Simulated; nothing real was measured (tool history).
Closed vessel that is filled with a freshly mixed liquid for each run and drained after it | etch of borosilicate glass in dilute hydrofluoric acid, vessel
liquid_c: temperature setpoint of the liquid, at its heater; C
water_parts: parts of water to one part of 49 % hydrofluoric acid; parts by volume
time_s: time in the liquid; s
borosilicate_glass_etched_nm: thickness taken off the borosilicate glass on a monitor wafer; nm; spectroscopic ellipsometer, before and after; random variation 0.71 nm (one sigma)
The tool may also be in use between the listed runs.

Run 1, hour 0: liquid_c 25 C, water_parts 100 parts by volume, time_s 125 s. Result: borosilicate_glass_etched_nm 29.689 nm.
Run 2, hour 2.4: liquid_c 21.5 C, water_parts 100 parts by volume, time_s 125 s. Result: borosilicate_glass_etched_nm 26.81 nm.
Run 3, hour 5.1: liquid_c 21.5 C, water_parts 85 parts by volume, time_s 125 s. Result: borosilicate_glass_etched_nm 31.448 nm.
Run 4, hour 13.1: liquid_c 24.5 C, water_parts 85 parts by volume, time_s 125 s. Result: borosilicate_glass_etched_nm 35.263 nm.
Run 5, hour 14.4: liquid_c 25.5 C, water_parts 80 parts by volume, time_s 125 s. Result: borosilicate_glass_etched_nm 38.819 nm.
Run 6, hour 18.8: liquid_c 25.5 C, water_parts 115 parts by volume, time_s 125 s. Result: borosilicate_glass_etched_nm 26.06 nm.
Run 7, hour 22.3: liquid_c 25.5 C, water_parts 115 parts by volume, time_s 125 s. Result: borosilicate_glass_etched_nm 26.574 nm.
Run 8, hour 26.2: liquid_c 26.5 C, water_parts 105 parts by volume, time_s 125 s. Result: borosilicate_glass_etched_nm 30.414 nm.
Run 9, hour 31.3: liquid_c 27 C, water_parts 100 parts by volume, time_s 125 s. Result: borosilicate_glass_etched_nm 32.424 nm.
Run 10, hour 36.3: liquid_c 27.5 C, water_parts 95 parts by volume, time_s 125 s. Result: borosilicate_glass_etched_nm 35.133 nm.
Run 11, hour 44.5: liquid_c 28 C, water_parts 90 parts by volume, time_s 125 s. Result: borosilicate_glass_etched_nm 37.964 nm.
Run 12, hour 53.7: liquid_c 28.5 C, water_parts 85 parts by volume, time_s 125 s. Result: borosilicate_glass_etched_nm 41.262 nm.
Run 13, hour 58.3: liquid_c 29 C, water_parts 80 parts by volume, time_s 125 s. Result: borosilicate_glass_etched_nm 44.798 nm.
Run 14, hour 61: liquid_c 29.5 C, water_parts 75 parts by volume, time_s 125 s. Result: borosilicate_glass_etched_nm 49.621 nm.
Run 15, hour 69.1: liquid_c 30 C, water_parts 75 parts by volume, time_s 125 s. Result: borosilicate_glass_etched_nm 50.191 nm.

The next listed run, before its measurement:
Run 16, hour 74.8: liquid_c 30.5 C, water_parts 75 parts by volume, time_s 125 s. Result: borosilicate_glass_etched_nm ?.

Run 16 gave borosilicate_glass_etched_nm 51.51 nm.

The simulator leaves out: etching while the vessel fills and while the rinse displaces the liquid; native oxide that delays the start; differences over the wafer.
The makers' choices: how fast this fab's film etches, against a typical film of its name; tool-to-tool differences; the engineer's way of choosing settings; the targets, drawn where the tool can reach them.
